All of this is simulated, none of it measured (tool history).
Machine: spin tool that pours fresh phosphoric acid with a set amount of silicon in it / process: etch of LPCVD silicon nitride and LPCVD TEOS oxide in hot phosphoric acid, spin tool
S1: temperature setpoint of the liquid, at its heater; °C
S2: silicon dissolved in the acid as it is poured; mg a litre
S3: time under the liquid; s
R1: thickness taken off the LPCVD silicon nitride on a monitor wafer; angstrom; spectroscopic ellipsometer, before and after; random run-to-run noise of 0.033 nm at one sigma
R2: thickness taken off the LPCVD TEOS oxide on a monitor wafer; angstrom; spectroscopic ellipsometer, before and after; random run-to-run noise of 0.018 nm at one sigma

| run | day | S1 | S2 | S3 | R1 | R2 |
|---|---|---|---|---|---|---|
| 1 | 0 | 161 | 12.5 | 110 | 92.219 | 3.9191 |
| 2 | 0.362 | 161 | 12.5 | 65 | 54.266 | 2.401 |
| 3 | 0.725 | 162 | 12.5 | 65 | 56.32 | 2.7845 |
| 4 | 0.746 | 162 | 12.5 | 90 | 78.624 | 4.2066 |
| 5 | 0.962 | 162 | 12 | 90 | 77.703 | 3.8201 |
| 6 | 1.267 | 162 | 11.5 | 90 | 77.798 | 4.3058 |
| 7 | 1.567 | 161.5 | 11 | 90 | 76.568 | 3.8944 |

The next listed run, before its measurement:
| 8 | 1.696 | 159 | 5.5 | 85 | ? | ? |

{"run 8": {"R1": 66.624, "R2": 3.1608}}

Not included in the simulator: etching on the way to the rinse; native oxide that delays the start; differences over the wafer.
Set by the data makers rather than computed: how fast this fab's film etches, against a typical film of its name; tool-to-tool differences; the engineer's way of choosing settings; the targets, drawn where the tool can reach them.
